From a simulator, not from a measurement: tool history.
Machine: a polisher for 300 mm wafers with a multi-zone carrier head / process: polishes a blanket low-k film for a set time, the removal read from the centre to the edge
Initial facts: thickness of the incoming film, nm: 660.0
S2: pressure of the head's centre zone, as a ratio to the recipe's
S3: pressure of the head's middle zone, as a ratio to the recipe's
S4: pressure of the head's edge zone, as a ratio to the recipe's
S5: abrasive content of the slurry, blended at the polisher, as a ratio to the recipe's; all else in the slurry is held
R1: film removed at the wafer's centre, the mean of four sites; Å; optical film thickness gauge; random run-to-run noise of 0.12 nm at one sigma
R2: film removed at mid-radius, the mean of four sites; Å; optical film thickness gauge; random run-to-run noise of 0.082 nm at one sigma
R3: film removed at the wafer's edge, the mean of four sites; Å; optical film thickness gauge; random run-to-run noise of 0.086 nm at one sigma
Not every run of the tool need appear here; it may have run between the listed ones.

Run 1, hour 0.0: flow of slurry (ml/min) 265, S2 1.00, S3 1.00, S4 1.00, S5 1.00, polishing time (s) 40. Result: R1 140.48 Å, R2 141.73 Å, R3 141.95 Å.
Run 2, hour 4.3: flow of slurry (ml/min) 260, S2 0.99, S3 0.97, S4 0.99, S5 0.95, polishing time (s) 40. Result: R1 140.94 Å, R2 136.95 Å, R3 140.32 Å.
Run 3, hour 8.8: flow of slurry (ml/min) 260, S2 0.99, S3 0.97, S4 0.93, S5 0.95, polishing time (s) 40. Result: R1 142.19 Å, R2 135.56 Å, R3 134.64 Å.
Run 4, hour 15.3: flow of slurry (ml/min) 260, S2 0.99, S3 0.97, S4 0.93, S5 0.95, polishing time (s) 36. Result: R1 125.99 Å, R2 123.26 Å, R3 121.88 Å.
Run 5, hour 16.9: flow of slurry (ml/min) 255, S2 0.97, S3 0.95, S4 0.93, S5 0.90, polishing time (s) 36. Result: R1 121.15 Å, R2 121.43 Å, R3 118.52 Å.
Run 6, hour 24.2: flow of slurry (ml/min) 255, S2 0.89, S3 0.95, S4 0.93, S5 0.90, polishing time (s) 36. Result: R1 113.45 Å, R2 119.77 Å, R3 118.53 Å.

For run 7, what comes out?
Run 7, hour 31.1: flow of slurry (ml/min) 250, S2 0.89, S3 0.93, S4 0.95, S5 0.85, polishing time (s) 36. Result: R1 ?, R2 ?, R3 ?.

R1: 112.50 Å
R2: 115.82 Å
R3: 117.12 Å
